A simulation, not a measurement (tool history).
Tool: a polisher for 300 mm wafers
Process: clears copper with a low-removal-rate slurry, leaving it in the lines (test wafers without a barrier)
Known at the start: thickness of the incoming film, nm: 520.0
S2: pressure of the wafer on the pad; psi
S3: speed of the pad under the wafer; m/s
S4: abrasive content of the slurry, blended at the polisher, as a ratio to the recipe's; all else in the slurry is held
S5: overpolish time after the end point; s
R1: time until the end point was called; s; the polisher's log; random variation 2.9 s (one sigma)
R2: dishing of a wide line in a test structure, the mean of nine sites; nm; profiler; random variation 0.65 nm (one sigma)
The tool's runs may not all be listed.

run 1 hour=0 | flow_of_slurry_(ml/min)=305 S2=3.4 S3=1 S4=1 S5=12 | R1=138.32 R2=27.954
run 2 hour=6.4 | flow_of_slurry_(ml/min)=305 S2=3.4 S3=1.16 S4=1 S5=12 | R1=120.79 R2=30.918
run 3 hour=10.6 | flow_of_slurry_(ml/min)=305 S2=3.4 S3=1.16 S4=1 S5=8 | R1=116.79 R2=22.846
run 4 hour=13 | flow_of_slurry_(ml/min)=305 S2=3.2 S3=1.14 S4=1 S5=10 | R1=125.26 R2=25.172
run 5 hour=22 | flow_of_slurry_(ml/min)=305 S2=3 S3=1.12 S4=1 S5=11 | R1=138.74 R2=26.072
run 6 hour=22.9 | flow_of_slurry_(ml/min)=305 S2=3 S3=1.12 S4=0.85 S5=11 | R1=141.89 R2=25.034
run 7 hour=25.4 | flow_of_slurry_(ml/min)=315 S2=2 S3=1.08 S4=0.9 S5=17 | R1=207.22 R2=26.05

Run 8 comes next. What will it give?
run 8 hour=28.3 | flow_of_slurry_(ml/min)=315 S2=2.1 S3=1.08 S4=0.9 S5=18 | R1=? R2=?

Run 8 gave R1 201.54 s, R2 27.952 nm.
